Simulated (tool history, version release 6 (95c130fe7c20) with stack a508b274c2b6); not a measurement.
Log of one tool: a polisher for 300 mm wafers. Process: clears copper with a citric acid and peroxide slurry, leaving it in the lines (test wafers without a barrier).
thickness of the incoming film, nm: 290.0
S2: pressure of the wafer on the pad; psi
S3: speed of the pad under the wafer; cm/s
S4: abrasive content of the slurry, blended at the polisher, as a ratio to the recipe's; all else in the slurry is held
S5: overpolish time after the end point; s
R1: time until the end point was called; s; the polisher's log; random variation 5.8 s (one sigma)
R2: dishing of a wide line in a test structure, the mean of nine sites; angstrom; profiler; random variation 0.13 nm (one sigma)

Run 1, hour 0.0: flow of slurry (ml/min) 205, S2 3.2 psi, S3 86 cm/s, S4 1.00, S5 16 s. Result: R1 155.40 s, R2 219.13 angstrom.
Run 2, hour 7.3: flow of slurry (ml/min) 200, S2 2.7 psi, S3 80 cm/s, S4 1.00, S5 17 s. Result: R1 185.99 s, R2 188.73 angstrom.
Run 3, hour 9.5: flow of slurry (ml/min) 195, S2 2.3 psi, S3 72 cm/s, S4 1.00, S5 19 s. Result: R1 246.13 s, R2 166.71 angstrom.
Run 4, hour 15.4: flow of slurry (ml/min) 195, S2 2.3 psi, S3 72 cm/s, S4 1.00, S5 12 s. Result: R1 238.40 s, R2 107.12 angstrom.
Run 5, hour 22.2: flow of slurry (ml/min) 195, S2 2.3 psi, S3 72 cm/s, S4 1.15, S5 12 s. Result: R1 225.39 s, R2 112.17 angstrom.
Run 6, hour 27.2: flow of slurry (ml/min) 185, S2 2.1 psi, S3 70 cm/s, S4 1.10, S5 15 s. Result: R1 262.92 s, R2 126.06 angstrom.
Run 7, hour 32.6: flow of slurry (ml/min) 170, S2 1.9 psi, S3 70 cm/s, S4 1.15, S5 16 s. Result: R1 291.65 s, R2 119.60 angstrom.
Run 8, hour 33.3: flow of slurry (ml/min) 170, S2 1.9 psi, S3 70 cm/s, S4 1.15, S5 16 s. Result: R1 281.51 s, R2 119.07 angstrom.
Run 9, hour 41.5: flow of slurry (ml/min) 160, S2 1.8 psi, S3 70 cm/s, S4 1.15, S5 17 s. Result: R1 298.73 s, R2 121.03 angstrom.
Run 10, hour 45.1: flow of slurry (ml/min) 155, S2 1.7 psi, S3 70 cm/s, S4 1.15, S5 18 s. Result: R1 326.92 s, R2 121.37 angstrom.

Forecast run 11:
Run 11, hour 50.8: flow of slurry (ml/min) 150, S2 1.7 psi, S3 70 cm/s, S4 1.15, S5 19 s. Result: R1 ?, R2 ?.

Run 11 gave R1 321.89 s, R2 127.04 angstrom.

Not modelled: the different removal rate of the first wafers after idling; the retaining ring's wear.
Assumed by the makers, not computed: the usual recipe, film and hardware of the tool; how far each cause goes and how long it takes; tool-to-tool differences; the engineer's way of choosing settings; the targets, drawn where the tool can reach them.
